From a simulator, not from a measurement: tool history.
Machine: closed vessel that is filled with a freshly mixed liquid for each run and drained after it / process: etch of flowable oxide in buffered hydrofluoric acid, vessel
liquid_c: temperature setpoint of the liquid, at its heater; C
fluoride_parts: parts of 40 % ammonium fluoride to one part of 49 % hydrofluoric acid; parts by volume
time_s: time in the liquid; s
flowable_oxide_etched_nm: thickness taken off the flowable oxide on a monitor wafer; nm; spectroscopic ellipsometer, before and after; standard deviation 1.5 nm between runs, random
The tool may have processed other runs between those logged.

run,day,liquid_c,fluoride_parts,time_s,flowable_oxide_etched_nm
1,0,24,14,85,220.59
2,0.158,23,14,85,207.45
3,0.279,20,14,85,178.42
4,0.604,20,14,95,193.88
5,0.704,20,14,85,174.74
6,0.729,20,10.5,85,232.04
7,1.017,19,10.5,85,222.3
8,1.204,18.5,11,85,208.3

Run 9 comes next. What will it give?
9,1.462,18,11,85,?

{"run 9": {"flowable_oxide_etched_nm": 199}}
